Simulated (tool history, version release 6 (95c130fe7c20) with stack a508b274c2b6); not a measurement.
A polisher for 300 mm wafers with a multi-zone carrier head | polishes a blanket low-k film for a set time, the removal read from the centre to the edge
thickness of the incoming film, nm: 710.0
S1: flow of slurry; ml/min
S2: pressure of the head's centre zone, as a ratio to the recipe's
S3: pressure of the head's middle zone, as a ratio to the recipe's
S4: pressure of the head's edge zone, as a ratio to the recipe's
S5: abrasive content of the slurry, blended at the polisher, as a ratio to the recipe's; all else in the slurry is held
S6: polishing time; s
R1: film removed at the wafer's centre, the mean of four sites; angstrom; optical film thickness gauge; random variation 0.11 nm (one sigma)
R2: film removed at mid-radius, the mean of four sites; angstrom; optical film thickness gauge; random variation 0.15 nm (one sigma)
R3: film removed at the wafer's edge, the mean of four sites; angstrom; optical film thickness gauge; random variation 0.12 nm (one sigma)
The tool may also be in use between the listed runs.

Run 1, hour 0: S1 230 ml/min, S2 1, S3 1, S4 1, S5 1, S6 42 s. Result: R1 148.44 angstrom, R2 147.31 angstrom, R3 150.45 angstrom.
Run 2, hour 7.9: S1 230 ml/min, S2 1, S3 1.06, S4 1, S5 1, S6 42 s. Result: R1 148.49 angstrom, R2 154.48 angstrom, R3 154.27 angstrom.
Run 3, hour 15.8: S1 230 ml/min, S2 1, S3 1.06, S4 0.95, S5 1, S6 42 s. Result: R1 150.81 angstrom, R2 156.23 angstrom, R3 150.87 angstrom.
Run 4, hour 20.2: S1 230 ml/min, S2 1, S3 0.99, S4 0.95, S5 1, S6 42 s. Result: R1 152.54 angstrom, R2 148.27 angstrom, R3 149.31 angstrom.
Run 5, hour 23.4: S1 235 ml/min, S2 1, S3 0.99, S4 0.93, S5 0.9, S6 41 s. Result: R1 139.2 angstrom, R2 137.3 angstrom, R3 137.96 angstrom.
Run 6, hour 24.5: S1 235 ml/min, S2 1, S3 1.02, S4 0.93, S5 0.9, S6 41 s. Result: R1 140.47 angstrom, R2 142.15 angstrom, R3 135.96 angstrom.
Run 7, hour 29.5: S1 235 ml/min, S2 1, S3 1.01, S4 0.92, S5 0.85, S6 40 s. Result: R1 131.35 angstrom, R2 128.88 angstrom, R3 129.14 angstrom.
Run 8, hour 32.1: S1 250 ml/min, S2 1.07, S3 1.11, S4 0.82, S5 0.6, S6 35 s. Result: R1 102.99 angstrom, R2 104.13 angstrom, R3 90.887 angstrom.

The next listed run, before its measurement:
Run 9, hour 40.2: S1 250 ml/min, S2 1.07, S3 1.1, S4 0.83, S5 0.6, S6 35 s. Result: R1 ?, R2 ?, R3 ?.

Run 9 gave R1 104.47 angstrom, R2 102.95 angstrom, R3 92.219 angstrom.

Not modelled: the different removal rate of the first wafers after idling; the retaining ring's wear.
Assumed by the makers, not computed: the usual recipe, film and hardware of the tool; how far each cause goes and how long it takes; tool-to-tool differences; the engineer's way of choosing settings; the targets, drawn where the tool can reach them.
